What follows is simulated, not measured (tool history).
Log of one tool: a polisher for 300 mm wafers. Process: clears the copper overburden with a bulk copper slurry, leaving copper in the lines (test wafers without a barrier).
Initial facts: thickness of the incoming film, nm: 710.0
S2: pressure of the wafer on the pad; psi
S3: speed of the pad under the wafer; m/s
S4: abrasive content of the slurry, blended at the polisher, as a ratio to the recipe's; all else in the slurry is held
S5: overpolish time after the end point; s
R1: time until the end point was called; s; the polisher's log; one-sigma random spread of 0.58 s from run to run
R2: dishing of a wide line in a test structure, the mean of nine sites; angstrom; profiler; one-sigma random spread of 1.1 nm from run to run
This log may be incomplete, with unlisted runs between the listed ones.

Run 1, hour 0: flow of slurry (ml/min) 145, S2 2.6 psi, S3 0.98 m/s, S4 1, S5 19 s. Result: R1 92.345 s, R2 622.92 angstrom.
Run 2, hour 2.4: flow of slurry (ml/min) 145, S2 3.1 psi, S3 0.98 m/s, S4 1, S5 19 s. Result: R1 81.581 s, R2 653.35 angstrom.
Run 3, hour 10.1: flow of slurry (ml/min) 145, S2 3.1 psi, S3 0.86 m/s, S4 1, S5 19 s. Result: R1 91.457 s, R2 632.11 angstrom.
Run 4, hour 15.4: flow of slurry (ml/min) 150, S2 3.2 psi, S3 0.88 m/s, S4 1, S5 19 s. Result: R1 86.143 s, R2 618.84 angstrom.
Run 5, hour 18.9: flow of slurry (ml/min) 150, S2 3.2 psi, S3 1.04 m/s, S4 1, S5 19 s. Result: R1 74.047 s, R2 658.33 angstrom.
Run 6, hour 26.8: flow of slurry (ml/min) 130, S2 3.2 psi, S3 1.04 m/s, S4 1, S5 19 s. Result: R1 76.181 s, R2 641.92 angstrom.
Run 7, hour 30.6: flow of slurry (ml/min) 135, S2 3.3 psi, S3 1.04 m/s, S4 1, S5 19 s. Result: R1 74.07 s, R2 656.36 angstrom.
Run 8, hour 35.1: flow of slurry (ml/min) 140, S2 3.4 psi, S3 1.04 m/s, S4 1, S5 19 s. Result: R1 70.875 s, R2 670.16 angstrom.

Run 9 has not been measured yet. What should we expect?
Run 9, hour 38.4: flow of slurry (ml/min) 145, S2 3.5 psi, S3 1.04 m/s, S4 1, S5 19 s. Result: R1 ?, R2 ?.

{"run 9": {"R1": 69.225, "R2": 674.99}}

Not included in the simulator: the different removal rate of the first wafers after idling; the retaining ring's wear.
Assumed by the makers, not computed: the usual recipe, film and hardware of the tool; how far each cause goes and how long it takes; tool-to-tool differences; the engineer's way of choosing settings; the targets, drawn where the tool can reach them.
